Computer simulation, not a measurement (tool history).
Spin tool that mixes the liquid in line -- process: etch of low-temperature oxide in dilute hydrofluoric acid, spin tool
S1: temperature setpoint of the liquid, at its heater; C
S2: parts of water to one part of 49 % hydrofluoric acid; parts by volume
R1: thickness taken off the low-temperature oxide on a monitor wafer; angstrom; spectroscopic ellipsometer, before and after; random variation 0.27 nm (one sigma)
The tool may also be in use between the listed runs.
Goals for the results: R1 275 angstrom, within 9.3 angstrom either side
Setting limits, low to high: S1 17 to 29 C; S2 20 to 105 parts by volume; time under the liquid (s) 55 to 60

{"run": 1, "hour": 0.0, "S1": 21, "S2": 55, "time under the liquid (s)": 55, "R1": 218.83}
{"run": 2, "hour": 4.4, "S1": 21, "S2": 55, "time under the liquid (s)": 60, "R1": 234.86}
{"run": 3, "hour": 12.1, "S1": 22, "S2": 55, "time under the liquid (s)": 60, "R1": 244.44}
{"run": 4, "hour": 18.3, "S1": 23, "S2": 55, "time under the liquid (s)": 60, "R1": 256.86}
{"run": 5, "hour": 26.1, "S1": 21, "S2": 55, "time under the liquid (s)": 60, "R1": 235.27}
{"run": 6, "hour": 28.6, "S1": 21, "S2": 55, "time under the liquid (s)": 55, "R1": 216}
{"run": 7, "hour": 35.2, "S1": 22.5, "S2": 55, "time under the liquid (s)": 55, "R1": 230.81}
{"run": 8, "hour": 39.2, "S1": 23.5, "S2": 55, "time under the liquid (s)": 55, "R1": 243.99}
{"run": 9, "hour": 41.1, "S1": 24, "S2": 55, "time under the liquid (s)": 55, "R1": 242.44}
{"run": 10, "hour": 47.0, "S1": 24.5, "S2": 55, "time under the liquid (s)": 55, "R1": 246.07}
{"run": 11, "hour": 49.1, "S1": 25, "S2": 55, "time under the liquid (s)": 55, "R1": 256.26}

Exactly one of the 4 candidate moves below puts every result within its allowed miss. Which one?
{"run": "A", "hour": 51.2, "S1": 29, "S2": 65, "time under the liquid (s)": 60, "R1": "?"}
{"run": "B", "hour": 51.2, "S1": 26, "S2": 60, "time under the liquid (s)": 55, "R1": "?"}
{"run": "C", "hour": 51.2, "S1": 24.5, "S2": 50, "time under the liquid (s)": 60, "R1": "?"}
{"run": "D", "hour": 51.2, "S1": 23, "S2": 55, "time under the liquid (s)": 55, "R1": "?"}

move=A R1=270.22
move=B R1=240.22
move=C R1=300.29
move=D R1=233.65
A: every result lands within tolerance
B: moves away from the targets compared with the last run
C: takes the result that was furthest off past its target
D: moves away from the targets compared with the last run
A is the move that brings every result within its allowed miss.

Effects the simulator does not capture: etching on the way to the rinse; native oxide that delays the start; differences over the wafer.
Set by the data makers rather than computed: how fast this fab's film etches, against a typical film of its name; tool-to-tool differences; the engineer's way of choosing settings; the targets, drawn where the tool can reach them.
